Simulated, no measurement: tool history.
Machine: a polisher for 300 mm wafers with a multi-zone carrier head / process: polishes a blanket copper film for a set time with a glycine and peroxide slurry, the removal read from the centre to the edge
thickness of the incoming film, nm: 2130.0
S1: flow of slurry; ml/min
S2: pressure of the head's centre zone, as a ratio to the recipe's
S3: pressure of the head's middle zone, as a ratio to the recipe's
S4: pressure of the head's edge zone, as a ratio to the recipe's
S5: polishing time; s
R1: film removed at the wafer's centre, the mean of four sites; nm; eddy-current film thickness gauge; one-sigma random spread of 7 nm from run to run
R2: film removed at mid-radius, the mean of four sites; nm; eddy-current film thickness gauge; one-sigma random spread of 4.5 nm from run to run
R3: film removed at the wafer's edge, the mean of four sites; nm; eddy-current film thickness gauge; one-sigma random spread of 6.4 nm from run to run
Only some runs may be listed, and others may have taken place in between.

{"run": 1, "hour": 0.0, "S1": 270, "S2": 1, "S3": 1, "S4": 1, "S5": 89, "R1": 373.08, "R2": 417.6, "R3": 412.22}
{"run": 2, "hour": 5.1, "S1": 275, "S2": 1.04, "S3": 1, "S4": 1.04, "S5": 95, "R1": 405.94, "R2": 446.03, "R3": 450.37}
{"run": 3, "hour": 7.5, "S1": 275, "S2": 1.04, "S3": 1, "S4": 1.07, "S5": 95, "R1": 406.54, "R2": 442.08, "R3": 460.05}
{"run": 4, "hour": 8.2, "S1": 275, "S2": 1.04, "S3": 1, "S4": 1.02, "S5": 95, "R1": 408.88, "R2": 452.99, "R3": 444.13}
{"run": 5, "hour": 15.8, "S1": 285, "S2": 1.08, "S3": 0.99, "S4": 1.05, "S5": 100, "R1": 458.56, "R2": 471.32, "R3": 479.78}
{"run": 6, "hour": 16.6, "S1": 295, "S2": 1.1, "S3": 1, "S4": 1.08, "S5": 103, "R1": 470.1, "R2": 484.53, "R3": 480.85}
{"run": 7, "hour": 18.0, "S1": 290, "S2": 1.1, "S3": 0.98, "S4": 1.09, "S5": 107, "R1": 490.78, "R2": 498.28, "R3": 513.46}

What will run 8 give?
{"hour": 27.0, "done": "centre zone pressure recalibrated"}
{"run": 8, "hour": 27.0, "S1": 285, "S2": 1.11, "S3": 0.97, "S4": 1.1, "S5": 110, "R1": "?", "R2": "?", "R3": "?"}

{"run 8": {"R1": 554.69, "R2": 504.94, "R3": 522.9}}
